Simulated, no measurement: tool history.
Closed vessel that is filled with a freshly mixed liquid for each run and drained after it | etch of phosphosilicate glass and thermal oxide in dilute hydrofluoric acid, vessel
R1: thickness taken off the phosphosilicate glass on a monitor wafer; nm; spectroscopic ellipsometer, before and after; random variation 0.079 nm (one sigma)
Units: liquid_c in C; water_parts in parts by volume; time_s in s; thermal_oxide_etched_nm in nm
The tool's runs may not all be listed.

Run 1, hour 0: liquid_c 23 C, water_parts 285 parts by volume, time_s 60 s. Result: R1 19.155 nm, thermal_oxide_etched_nm 0.74629 nm.
Run 2, hour 5.5: liquid_c 24.5 C, water_parts 285 parts by volume, time_s 60 s. Result: R1 20.124 nm, thermal_oxide_etched_nm 0.796 nm.
Run 3, hour 8.1: liquid_c 24.5 C, water_parts 345 parts by volume, time_s 60 s. Result: R1 15.67 nm, thermal_oxide_etched_nm 0.61209 nm.
Run 4, hour 8.8: liquid_c 23 C, water_parts 345 parts by volume, time_s 60 s. Result: R1 14.909 nm, thermal_oxide_etched_nm 0.61809 nm.
Run 5, hour 11.9: liquid_c 21 C, water_parts 345 parts by volume, time_s 60 s. Result: R1 13.915 nm, thermal_oxide_etched_nm 0.56235 nm.
Run 6, hour 20.8: liquid_c 22.5 C, water_parts 345 parts by volume, time_s 60 s. Result: R1 14.605 nm, thermal_oxide_etched_nm 0.54299 nm.
Run 7, hour 22.7: liquid_c 21.5 C, water_parts 345 parts by volume, time_s 60 s. Result: R1 14.302 nm, thermal_oxide_etched_nm 0.60987 nm.
Run 8, hour 29.5: liquid_c 21.5 C, water_parts 345 parts by volume, time_s 60 s. Result: R1 14.172 nm, thermal_oxide_etched_nm 0.5715 nm.
Run 9, hour 37.1: liquid_c 20.5 C, water_parts 345 parts by volume, time_s 60 s. Result: R1 13.622 nm, thermal_oxide_etched_nm 0.55781 nm.

Forecast run 10:
Run 10, hour 39.1: liquid_c 20 C, water_parts 345 parts by volume, time_s 60 s. Result: R1 ?, thermal_oxide_etched_nm ?.

Run 10 gave R1 13.414 nm, thermal_oxide_etched_nm 0.52971 nm.
